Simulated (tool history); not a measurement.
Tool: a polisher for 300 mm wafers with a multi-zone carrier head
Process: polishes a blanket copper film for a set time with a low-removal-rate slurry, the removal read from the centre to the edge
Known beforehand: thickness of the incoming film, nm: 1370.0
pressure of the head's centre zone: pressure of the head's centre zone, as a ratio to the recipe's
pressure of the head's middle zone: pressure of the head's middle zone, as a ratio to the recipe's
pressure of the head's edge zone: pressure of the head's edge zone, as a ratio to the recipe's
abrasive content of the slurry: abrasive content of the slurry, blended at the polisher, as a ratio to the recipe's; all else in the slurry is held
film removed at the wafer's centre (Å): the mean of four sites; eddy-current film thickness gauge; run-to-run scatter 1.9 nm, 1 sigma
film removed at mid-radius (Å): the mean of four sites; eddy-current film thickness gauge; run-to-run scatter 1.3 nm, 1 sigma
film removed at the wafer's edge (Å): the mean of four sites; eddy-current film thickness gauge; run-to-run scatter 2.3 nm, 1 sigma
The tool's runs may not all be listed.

run    day  flow of slurry (ml/min)  pressure of the head's centre zone  pressure of the head's middle zone  pressure of the head's edge zone  abrasive content of the slurry  polishing time (s)  film removed at the wafer's centre (Å)  film removed at mid-radius (Å)  film removed at the wafer's edge (Å)
  1      0                      180                                   1                                   1                                 1                               1                  60                                  1758.4                          1762.2                                1677.1
  2  0.121                      180                                   1                                   1                                 1                             1.1                  60                                  1829.5                          1782.6                                1787.8
  3  0.479                      180                                   1                                   1                                 1                             1.1                  69                                  2097.8                          2053.1                                1963.3
  4  0.817                      180                                0.94                                   1                                 1                             1.1                  69                                  1931.3                          2081.7                                2021.2
     1.054  -- edge zone pressure recalibrated
  5  1.054                      180                                0.94                                0.92                                 1                             1.1                  69                                  1971.4                          1931.8                                2032.7
  6  1.225                      180                                0.94                                0.92                                 1                             1.2                  69                                  1971.7                          1979.1                                2057.5

Forecast run 7:
  7  1.483                      185                                0.96                                0.93                              0.96                            1.15                  69                                       ?                               ?                                     ?

Run 7 produced film removed at the wafer's centre (Å) 2015.9, film removed at mid-radius (Å) 1992.6, film removed at the wafer's edge (Å) 2082.

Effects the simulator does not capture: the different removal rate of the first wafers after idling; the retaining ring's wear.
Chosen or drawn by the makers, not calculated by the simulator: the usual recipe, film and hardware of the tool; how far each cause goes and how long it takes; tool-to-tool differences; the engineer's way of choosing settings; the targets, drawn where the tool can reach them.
